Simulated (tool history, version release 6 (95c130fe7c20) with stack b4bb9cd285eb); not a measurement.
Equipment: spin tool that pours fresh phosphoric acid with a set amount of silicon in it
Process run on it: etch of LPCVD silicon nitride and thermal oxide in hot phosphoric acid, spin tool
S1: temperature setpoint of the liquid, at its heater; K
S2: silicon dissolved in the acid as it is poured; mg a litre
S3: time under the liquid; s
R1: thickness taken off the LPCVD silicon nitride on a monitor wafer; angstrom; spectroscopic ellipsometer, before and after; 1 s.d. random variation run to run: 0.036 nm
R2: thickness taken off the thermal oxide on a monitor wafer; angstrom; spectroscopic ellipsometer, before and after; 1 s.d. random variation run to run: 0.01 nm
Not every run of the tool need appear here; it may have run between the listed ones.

run 1 hour=0 | S1=433.15 S2=19.5 S3=80 | R1=86.924 R2=1.2795
run 2 hour=5.4 | S1=432.15 S2=21.5 S3=75 | R1=78.773 R2=1.0302
run 3 hour=9.7 | S1=432.15 S2=21.5 S3=105 | R1=110.22 R2=1.8247
run 4 hour=16.6 | S1=431.65 S2=23.5 S3=95 | R1=99.067 R2=0.95479
run 5 hour=21 | S1=431.15 S2=21.5 S3=90 | R1=92.023 R2=1.0581
-- hour=24.9 dissolved silicon flow meter replaced
run 6 hour=24.9 | S1=431.15 S2=21 S3=85 | R1=86.154 R2=1.238
run 7 hour=28.7 | S1=430.65 S2=22.5 S3=80 | R1=80.576 R2=1.0916

Expected results for the next run?
run 8 hour=32.6 | S1=430.65 S2=24.5 S3=75 | R1=? R2=?

Run 8 gave R1 74.441 angstrom, R2 0.91658 angstrom.
